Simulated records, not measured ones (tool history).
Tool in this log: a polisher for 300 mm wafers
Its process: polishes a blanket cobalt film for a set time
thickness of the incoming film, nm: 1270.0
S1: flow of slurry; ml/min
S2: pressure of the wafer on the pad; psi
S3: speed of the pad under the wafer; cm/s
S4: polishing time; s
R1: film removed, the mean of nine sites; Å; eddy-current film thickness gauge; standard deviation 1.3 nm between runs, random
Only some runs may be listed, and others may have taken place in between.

{"run": 1, "hour": 0.0, "S1": 215, "S2": 2.4, "S3": 106, "S4": 39, "R1": 2238.6}
{"run": 2, "hour": 4.4, "S1": 215, "S2": 2.4, "S3": 84, "S4": 39, "R1": 1841.9}
{"run": 3, "hour": 13.3, "S1": 215, "S2": 2.1, "S3": 82, "S4": 39, "R1": 1632.5}
{"run": 4, "hour": 16.2, "S1": 215, "S2": 2.1, "S3": 94, "S4": 39, "R1": 1837.1}
{"run": 5, "hour": 21.6, "S1": 215, "S2": 1.7, "S3": 94, "S4": 39, "R1": 1597.7}
{"run": 6, "hour": 24.9, "S1": 215, "S2": 1.7, "S3": 112, "S4": 39, "R1": 1854.0}
{"run": 7, "hour": 29.7, "S1": 215, "S2": 1.5, "S3": 102, "S4": 39, "R1": 1557.2}
{"run": 8, "hour": 38.5, "S1": 215, "S2": 1.4, "S3": 96, "S4": 39, "R1": 1464.3}
{"run": 9, "hour": 43.0, "S1": 215, "S2": 1.3, "S3": 90, "S4": 39, "R1": 1329.3}
{"run": 10, "hour": 49.2, "S1": 215, "S2": 1.3, "S3": 90, "S4": 39, "R1": 1327.7}
{"run": 11, "hour": 56.3, "S1": 215, "S2": 1.2, "S3": 86, "S4": 39, "R1": 1248.3}

Run 12 comes next. What will it give?
{"run": 12, "hour": 57.7, "S1": 215, "S2": 1.2, "S3": 82, "S4": 39, "R1": "?"}

{"run 12": {"R1": 1214.6}}
